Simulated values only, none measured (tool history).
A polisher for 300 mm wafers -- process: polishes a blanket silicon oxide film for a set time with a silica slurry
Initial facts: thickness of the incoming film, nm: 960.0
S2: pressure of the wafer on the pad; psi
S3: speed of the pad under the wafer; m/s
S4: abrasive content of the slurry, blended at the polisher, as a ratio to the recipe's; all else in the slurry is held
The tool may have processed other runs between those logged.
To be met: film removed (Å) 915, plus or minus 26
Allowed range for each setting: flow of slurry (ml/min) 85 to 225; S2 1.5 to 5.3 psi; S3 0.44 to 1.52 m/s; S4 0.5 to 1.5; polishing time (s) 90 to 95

Run 1, hour 0: flow of slurry (ml/min) 145, S2 3.4 psi, S3 0.98 m/s, S4 1, polishing time (s) 90. Result: film removed (Å) 1779.
Run 2, hour 5.7: flow of slurry (ml/min) 145, S2 3.4 psi, S3 0.98 m/s, S4 0.85, polishing time (s) 90. Result: film removed (Å) 1647.5.
Run 3, hour 8.4: flow of slurry (ml/min) 140, S2 3 psi, S3 0.98 m/s, S4 0.85, polishing time (s) 90. Result: film removed (Å) 1447.2.
Run 4, hour 10.4: flow of slurry (ml/min) 135, S2 2.7 psi, S3 0.98 m/s, S4 0.85, polishing time (s) 90. Result: film removed (Å) 1293.4.
Run 5, hour 11.6: flow of slurry (ml/min) 130, S2 2.5 psi, S3 0.98 m/s, S4 0.85, polishing time (s) 90. Result: film removed (Å) 1189.3.
Run 6, hour 19.1: flow of slurry (ml/min) 130, S2 3.3 psi, S3 0.98 m/s, S4 0.85, polishing time (s) 90. Result: film removed (Å) 1552.8.
Run 7, hour 22: flow of slurry (ml/min) 125, S2 3 psi, S3 0.98 m/s, S4 0.85, polishing time (s) 90. Result: film removed (Å) 1415.6.
Run 8, hour 24.8: flow of slurry (ml/min) 125, S2 2.7 psi, S3 0.98 m/s, S4 0.85, polishing time (s) 90. Result: film removed (Å) 1268.9.
Run 9, hour 31.7: flow of slurry (ml/min) 120, S2 2.5 psi, S3 0.98 m/s, S4 0.85, polishing time (s) 90. Result: film removed (Å) 1187.9.
Run 10, hour 37.8: flow of slurry (ml/min) 115, S2 2.3 psi, S3 0.98 m/s, S4 0.85, polishing time (s) 90. Result: film removed (Å) 1082.8.
Run 11, hour 45.2: flow of slurry (ml/min) 110, S2 2.2 psi, S3 0.98 m/s, S4 0.85, polishing time (s) 90. Result: film removed (Å) 1026.4.
Run 12, hour 51.2: flow of slurry (ml/min) 105, S2 2.2 psi, S3 0.98 m/s, S4 0.85, polishing time (s) 90. Result: film removed (Å) 1000.5.
Run 13, hour 54: flow of slurry (ml/min) 100, S2 2.2 psi, S3 0.98 m/s, S4 0.85, polishing time (s) 90. Result: film removed (Å) 982.29.
Run 14, hour 56.2: flow of slurry (ml/min) 95, S2 2.2 psi, S3 0.98 m/s, S4 0.85, polishing time (s) 90. Result: film removed (Å) 978.79.

Of the 4 settings listed for the next run, only one would bring every result within its allowed miss of target. Which one?
Run A, hour 58.4: flow of slurry (ml/min) 115, S2 2 psi, S3 0.7 m/s, S4 0.9, polishing time (s) 90. Result: film removed (Å) ?.
Run B, hour 58.4: flow of slurry (ml/min) 90, S2 2.3 psi, S3 1.02 m/s, S4 0.8, polishing time (s) 95. Result: film removed (Å) ?.
Run C, hour 58.4: flow of slurry (ml/min) 110, S2 1.8 psi, S3 0.96 m/s, S4 0.95, polishing time (s) 94. Result: film removed (Å) ?.
Run D, hour 58.4: flow of slurry (ml/min) 95, S2 2.1 psi, S3 1.12 m/s, S4 1, polishing time (s) 90. Result: film removed (Å) ?.

move  film removed (Å)
   A            827.59
   B            1037.3
   C               913
   D            1070.3
A: the result that was furthest off in the last run now lies on the other side of its target
B: misses by more than the last run did
C: each result inside its tolerance
D: misses by more than the last run did
The move that meets every target is C.
